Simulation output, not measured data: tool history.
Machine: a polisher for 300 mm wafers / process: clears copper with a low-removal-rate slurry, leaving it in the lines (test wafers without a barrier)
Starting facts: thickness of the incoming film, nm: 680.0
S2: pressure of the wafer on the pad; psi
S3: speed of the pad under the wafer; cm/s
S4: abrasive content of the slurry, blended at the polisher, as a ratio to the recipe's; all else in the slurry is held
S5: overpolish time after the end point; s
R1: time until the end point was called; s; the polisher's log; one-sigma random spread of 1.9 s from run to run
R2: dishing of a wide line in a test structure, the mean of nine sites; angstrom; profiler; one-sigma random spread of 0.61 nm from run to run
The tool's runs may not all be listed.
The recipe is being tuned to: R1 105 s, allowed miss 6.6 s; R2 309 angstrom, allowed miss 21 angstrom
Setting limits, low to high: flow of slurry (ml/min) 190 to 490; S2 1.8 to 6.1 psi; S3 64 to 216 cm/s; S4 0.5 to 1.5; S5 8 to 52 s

{"run": 1, "hour": 0.0, "flow of slurry (ml/min)": 315, "S2": 3.9, "S3": 140, "S4": 1, "S5": 26, "R1": 106.68, "R2": 655.69}
{"run": 2, "hour": 4.6, "flow of slurry (ml/min)": 265, "S2": 3.9, "S3": 140, "S4": 1, "S5": 26, "R1": 105.42, "R2": 663.45}
{"run": 3, "hour": 5.4, "flow of slurry (ml/min)": 265, "S2": 3.9, "S3": 124, "S4": 1, "S5": 26, "R1": 121.63, "R2": 593.83}
{"run": 4, "hour": 6.3, "flow of slurry (ml/min)": 250, "S2": 4.2, "S3": 112, "S4": 1.1, "S5": 22, "R1": 122.86, "R2": 552.65}
{"run": 5, "hour": 13.1, "flow of slurry (ml/min)": 250, "S2": 4.2, "S3": 80, "S4": 1.1, "S5": 22, "R1": 175.14, "R2": 456}
{"run": 6, "hour": 18.4, "flow of slurry (ml/min)": 250, "S2": 4.2, "S3": 100, "S4": 1.1, "S5": 22, "R1": 139.42, "R2": 504.51}
{"run": 7, "hour": 23.4, "flow of slurry (ml/min)": 240, "S2": 4.5, "S3": 92, "S4": 1.2, "S5": 19, "R1": 139.44, "R2": 467.64}
{"run": 8, "hour": 27.9, "flow of slurry (ml/min)": 230, "S2": 4.8, "S3": 86, "S4": 1.25, "S5": 17, "R1": 138.62, "R2": 436.77}
{"run": 9, "hour": 33.8, "flow of slurry (ml/min)": 190, "S2": 5.9, "S3": 72, "S4": 1.5, "S5": 8, "R1": 144.35, "R2": 235.58}
{"run": 10, "hour": 42.8, "flow of slurry (ml/min)": 205, "S2": 5.9, "S3": 78, "S4": 1.5, "S5": 8, "R1": 132.64, "R2": 257.96}
{"run": 11, "hour": 46.3, "flow of slurry (ml/min)": 255, "S2": 6.1, "S3": 100, "S4": 1.5, "S5": 9, "R1": 100.18, "R2": 372.09}
{"run": 12, "hour": 51.8, "flow of slurry (ml/min)": 240, "S2": 6.1, "S3": 100, "S4": 1.5, "S5": 9, "R1": 102.36, "R2": 361.89}
{"run": 13, "hour": 52.8, "flow of slurry (ml/min)": 230, "S2": 6.1, "S3": 100, "S4": 1.5, "S5": 9, "R1": 101.86, "R2": 358.41}
{"run": 14, "hour": 59.9, "flow of slurry (ml/min)": 220, "S2": 6.1, "S3": 100, "S4": 1.5, "S5": 9, "R1": 99.188, "R2": 351.33}
{"run": 15, "hour": 63.7, "flow of slurry (ml/min)": 215, "S2": 6.1, "S3": 98, "S4": 1.5, "S5": 9, "R1": 105.33, "R2": 330.19}
{"run": 16, "hour": 69.9, "flow of slurry (ml/min)": 210, "S2": 6.1, "S3": 98, "S4": 1.5, "S5": 9, "R1": 101.01, "R2": 347.03}
{"run": 17, "hour": 70.5, "flow of slurry (ml/min)": 205, "S2": 6.1, "S3": 96, "S4": 1.5, "S5": 9, "R1": 105.44, "R2": 336.69}
{"run": 18, "hour": 72.8, "flow of slurry (ml/min)": 200, "S2": 6.1, "S3": 96, "S4": 1.5, "S5": 9, "R1": 107.54, "R2": 338.24}
{"run": 19, "hour": 73.9, "flow of slurry (ml/min)": 225, "S2": 6.1, "S3": 94, "S4": 1.5, "S5": 9, "R1": 109.3, "R2": 339.42}
{"run": 20, "hour": 78.4, "flow of slurry (ml/min)": 220, "S2": 6.1, "S3": 94, "S4": 1.5, "S5": 9, "R1": 109.16, "R2": 330.74}

Consider the 5 candidate settings below. Which is the only one whose results all fall within their allowed miss of target?
{"run": "A", "hour": 82.9, "flow of slurry (ml/min)": 260, "S2": 5.8, "S3": 82, "S4": 1.5, "S5": 8, "R1": "?", "R2": "?"}
{"run": "B", "hour": 82.9, "flow of slurry (ml/min)": 290, "S2": 5.7, "S3": 84, "S4": 1.5, "S5": 8, "R1": "?", "R2": "?"}
{"run": "C", "hour": 82.9, "flow of slurry (ml/min)": 195, "S2": 6.1, "S3": 116, "S4": 1.5, "S5": 9, "R1": "?", "R2": "?"}
{"run": "D", "hour": 82.9, "flow of slurry (ml/min)": 190, "S2": 5.9, "S3": 84, "S4": 1.5, "S5": 8, "R1": "?", "R2": "?"}
{"run": "E", "hour": 82.9, "flow of slurry (ml/min)": 200, "S2": 5.6, "S3": 102, "S4": 1.5, "S5": 8, "R1": "?", "R2": "?"}

move=A R1=127.35 R2=278.93
move=B R1=124.85 R2=283.49
move=C R1=90.662 R2=400.17
move=D R1=126.93 R2=279.76
move=E R1=108.87 R2=316.81
A: carries the result that was furthest off beyond its target, to the other side
B: carries the result that was furthest off beyond its target, to the other side
C: further off than the last run
D: carries the result that was furthest off beyond its target, to the other side
E: every result lands within tolerance
Answer: E
